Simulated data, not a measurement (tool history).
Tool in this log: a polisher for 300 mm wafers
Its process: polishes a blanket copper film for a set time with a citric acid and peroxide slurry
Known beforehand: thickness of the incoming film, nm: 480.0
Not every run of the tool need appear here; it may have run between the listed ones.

run	hour	flow of slurry (ml/min)	pressure of the wafer on the pad (psi)	speed of the pad under the wafer (m/s)	abrasive content of the slurry	polishing time (s)	film removed (Å)
1	0	195	2	0.76	1	86	941.65
2	4	200	2.3	0.76	1	86	1072.7
3	13	200	2.3	0.76	1	86	1077.9
4	15.5	200	2.5	0.76	1	86	1153.8
5	19.7	200	2.5	0.76	1	90	1227.8
6	28.3	200	2.5	0.68	1	90	1138

For run 7, what comes out?
7	30.9	205	2.6	0.68	1	90	?

film removed (Å): 1158.4
